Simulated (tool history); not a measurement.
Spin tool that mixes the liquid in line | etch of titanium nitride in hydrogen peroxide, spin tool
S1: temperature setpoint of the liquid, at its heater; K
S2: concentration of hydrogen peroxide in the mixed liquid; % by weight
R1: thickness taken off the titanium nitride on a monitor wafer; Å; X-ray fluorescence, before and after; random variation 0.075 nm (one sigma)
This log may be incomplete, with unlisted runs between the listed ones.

{"run": 1, "hour": 0.0, "S1": 317.15, "S2": 22, "time under the liquid (s)": 310, "R1": 104.14}
{"run": 2, "hour": 7.8, "S1": 319.15, "S2": 22, "time under the liquid (s)": 310, "R1": 120.54}
{"run": 3, "hour": 10.7, "S1": 320.65, "S2": 22, "time under the liquid (s)": 310, "R1": 134.11}
{"run": 4, "hour": 12.1, "S1": 321.65, "S2": 22, "time under the liquid (s)": 310, "R1": 144.62}
{"run": 5, "hour": 17.0, "S1": 322.15, "S2": 22, "time under the liquid (s)": 310, "R1": 149.58}
{"run": 6, "hour": 24.3, "S1": 325.15, "S2": 22, "time under the liquid (s)": 310, "R1": 185.77}
{"run": 7, "hour": 26.5, "S1": 324.65, "S2": 22, "time under the liquid (s)": 310, "R1": 180.05}
{"run": 8, "hour": 30.4, "S1": 324.15, "S2": 22, "time under the liquid (s)": 310, "R1": 174.03}

The next listed run, before its measurement:
{"run": 9, "hour": 32.4, "S1": 323.65, "S2": 22, "time under the liquid (s)": 310, "R1": "?"}

{"run 9": {"R1": 166.83}}

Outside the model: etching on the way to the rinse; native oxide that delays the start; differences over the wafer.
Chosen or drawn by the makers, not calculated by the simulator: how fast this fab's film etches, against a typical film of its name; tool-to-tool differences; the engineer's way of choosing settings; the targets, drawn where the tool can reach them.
